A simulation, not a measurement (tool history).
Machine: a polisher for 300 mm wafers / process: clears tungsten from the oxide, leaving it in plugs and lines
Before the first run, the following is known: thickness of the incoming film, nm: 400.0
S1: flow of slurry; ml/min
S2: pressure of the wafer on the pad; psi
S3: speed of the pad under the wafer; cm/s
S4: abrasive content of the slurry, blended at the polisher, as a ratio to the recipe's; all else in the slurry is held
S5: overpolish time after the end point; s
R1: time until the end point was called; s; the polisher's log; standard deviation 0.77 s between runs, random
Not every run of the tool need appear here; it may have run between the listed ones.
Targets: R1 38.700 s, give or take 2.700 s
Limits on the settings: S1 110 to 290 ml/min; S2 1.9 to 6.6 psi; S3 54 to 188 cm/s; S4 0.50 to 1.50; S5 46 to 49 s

run 1 hour=0.0 | S1=185 S2=4.2 S3=120 S4=1.00 S5=46 | R1=56.688
run 2 hour=4.0 | S1=185 S2=4.7 S3=120 S4=1.00 S5=46 | R1=47.883
run 3 hour=8.2 | S1=185 S2=4.8 S3=120 S4=1.00 S5=46 | R1=46.011
run 4 hour=9.4 | S1=185 S2=4.8 S3=94 S4=1.00 S5=46 | R1=62.213
run 5 hour=13.0 | S1=185 S2=4.8 S3=94 S4=1.00 S5=46 | R1=61.071
run 6 hour=14.0 | S1=185 S2=5.0 S3=94 S4=1.00 S5=46 | R1=61.061
run 7 hour=22.8 | S1=185 S2=5.2 S3=96 S4=1.00 S5=46 | R1=54.980
run 8 hour=24.2 | S1=185 S2=6.4 S3=100 S4=1.00 S5=46 | R1=42.401

Below are 5 possible settings for the next run. Only one of them brings all results inside the allowed miss of their targets. Which is it?
run A hour=25.6 | S1=190 S2=6.5 S3=94 S4=1.00 S5=46 | R1=?
run B hour=25.6 | S1=215 S2=6.6 S3=110 S4=0.85 S5=49 | R1=?
run C hour=25.6 | S1=205 S2=6.6 S3=122 S4=0.95 S5=49 | R1=?
run D hour=25.6 | S1=180 S2=6.4 S3=96 S4=0.95 S5=48 | R1=?
run E hour=25.6 | S1=155 S2=5.6 S3=120 S4=0.75 S5=46 | R1=?

move=A R1=45.985
move=B R1=40.601
move=C R1=35.472
move=D R1=46.994
move=E R1=48.493
A: lands further from the targets than the last run did
B: all results land within tolerance of their targets
C: takes the result that was furthest off past its target
D: lands further from the targets than the last run did
E: lands further from the targets than the last run did
The move that meets every target is B.

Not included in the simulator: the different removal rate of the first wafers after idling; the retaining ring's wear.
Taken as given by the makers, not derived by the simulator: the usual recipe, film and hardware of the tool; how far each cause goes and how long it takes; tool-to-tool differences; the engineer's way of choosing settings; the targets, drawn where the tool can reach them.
